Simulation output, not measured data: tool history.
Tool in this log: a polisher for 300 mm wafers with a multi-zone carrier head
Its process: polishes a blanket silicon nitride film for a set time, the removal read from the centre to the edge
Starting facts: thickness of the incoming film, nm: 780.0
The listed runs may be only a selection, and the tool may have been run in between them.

run  hour  flow of slurry (ml/min)  pressure of the head's centre zone  pressure of the head's middle zone  pressure of the head's edge zone  polishing time (s)  film removed at the wafer's centre (angstrom)  film removed at mid-radius (angstrom)  film removed at the wafer's edge (angstrom)
  1   0.0                      225                                1.00                                1.00                              1.00                  36                                         746.42                                 753.25                                       744.41
  2   5.5                      235                                1.02                                1.01                              0.99                  36                                         741.37                                 757.82                                       742.16
  3  13.8                      235                                1.02                                1.01                              0.99                  33                                         696.18                                 682.24                                       697.44
  4  21.0                      235                                1.02                                1.01                              0.99                  36                                         752.37                                 750.22                                       741.95
  5  24.7                      235                                1.04                                1.03                              0.97                  36                                         757.42                                 765.24                                       744.35
  6  27.2                      200                                1.04                                1.03                              0.97                  36                                         752.13                                 754.27                                       728.02

Run 7 is up next; what results do you expect?
  7  27.9                      190                                1.06                                1.04                              0.95                  36                                              ?                                      ?                                            ?

film removed at the wafer's centre (angstrom): 758.88
film removed at mid-radius (angstrom): 751.45
film removed at the wafer's edge (angstrom): 712.72
